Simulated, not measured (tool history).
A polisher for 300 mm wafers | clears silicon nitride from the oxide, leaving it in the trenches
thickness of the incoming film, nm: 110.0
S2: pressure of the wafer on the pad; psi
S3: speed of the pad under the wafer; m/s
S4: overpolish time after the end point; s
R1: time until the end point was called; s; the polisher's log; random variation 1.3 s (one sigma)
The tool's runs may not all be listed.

Run 1, day 0: flow of slurry (ml/min) 170, S2 2.2 psi, S3 1.22 m/s, S4 21 s. Result: R1 123.67 s.
Run 2, day 0.058: flow of slurry (ml/min) 170, S2 1.7 psi, S3 1.22 m/s, S4 21 s. Result: R1 145.17 s.
Run 3, day 0.267: flow of slurry (ml/min) 210, S2 1.7 psi, S3 1.22 m/s, S4 21 s. Result: R1 136.38 s.
Run 4, day 0.588: flow of slurry (ml/min) 215, S2 2 psi, S3 1.24 m/s, S4 21 s. Result: R1 128.78 s.
Run 5, day 0.712: flow of slurry (ml/min) 215, S2 2.3 psi, S3 1.3 m/s, S4 21 s. Result: R1 112.03 s.
Run 6, day 0.883: flow of slurry (ml/min) 215, S2 2.3 psi, S3 1.3 m/s, S4 23 s. Result: R1 111.24 s.

Forecast run 7:
Run 7, day 1.108: flow of slurry (ml/min) 215, S2 2.5 psi, S3 1.32 m/s, S4 23 s. Result: R1 ?.

Run 7 gave R1 102.83 s.
